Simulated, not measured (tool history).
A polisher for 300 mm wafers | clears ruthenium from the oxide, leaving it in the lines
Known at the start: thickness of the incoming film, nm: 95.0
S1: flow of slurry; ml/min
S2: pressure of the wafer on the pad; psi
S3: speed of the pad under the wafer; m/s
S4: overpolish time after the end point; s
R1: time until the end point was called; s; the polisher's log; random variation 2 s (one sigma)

run,day,S1,S2,S3,S4,R1
1,0.000,230,2.0,0.82,9,114.64
2,0.208,185,2.0,0.82,9,119.35
3,0.550,185,2.2,0.82,9,109.05
4,0.892,220,2.2,0.82,9,109.41
5,0.933,220,1.9,0.80,9,124.21
6,1.021,220,1.9,0.92,9,108.28
7,1.342,220,1.6,0.90,9,122.89
8,1.625,220,1.4,0.88,9,139.81
9,1.683,220,1.3,0.88,9,142.45
10,1.708,220,1.3,0.88,9,144.72

The next listed run, before its measurement:
11,2.017,220,1.2,0.88,9,?

Run 11 gave R1 148.46 s.
